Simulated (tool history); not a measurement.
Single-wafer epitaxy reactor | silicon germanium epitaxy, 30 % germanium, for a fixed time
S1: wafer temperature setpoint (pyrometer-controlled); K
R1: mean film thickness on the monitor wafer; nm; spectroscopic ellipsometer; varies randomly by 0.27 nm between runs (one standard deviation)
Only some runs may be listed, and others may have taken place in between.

Run 1, hour 0: S1 893.15 K, chamber pressure (mTorr) 25400. Result: R1 91.066 nm.
Run 2, hour 1: S1 891.15 K, chamber pressure (mTorr) 25300. Result: R1 87.959 nm.
Run 3, hour 2.8: S1 890.15 K, chamber pressure (mTorr) 25200. Result: R1 85.662 nm.
Run 4, hour 6.1: S1 889.15 K, chamber pressure (mTorr) 25100. Result: R1 83.965 nm.
Run 5, hour 7.3: S1 894.15 K, chamber pressure (mTorr) 25100. Result: R1 92.291 nm.
Run 6, hour 10: S1 889.15 K, chamber pressure (mTorr) 25100. Result: R1 84.508 nm.

Run 7 has not been measured yet. What should we expect?
Run 7, hour 18.9: S1 888.15 K, chamber pressure (mTorr) 25000. Result: R1 ?.

R1: 82.031 nm

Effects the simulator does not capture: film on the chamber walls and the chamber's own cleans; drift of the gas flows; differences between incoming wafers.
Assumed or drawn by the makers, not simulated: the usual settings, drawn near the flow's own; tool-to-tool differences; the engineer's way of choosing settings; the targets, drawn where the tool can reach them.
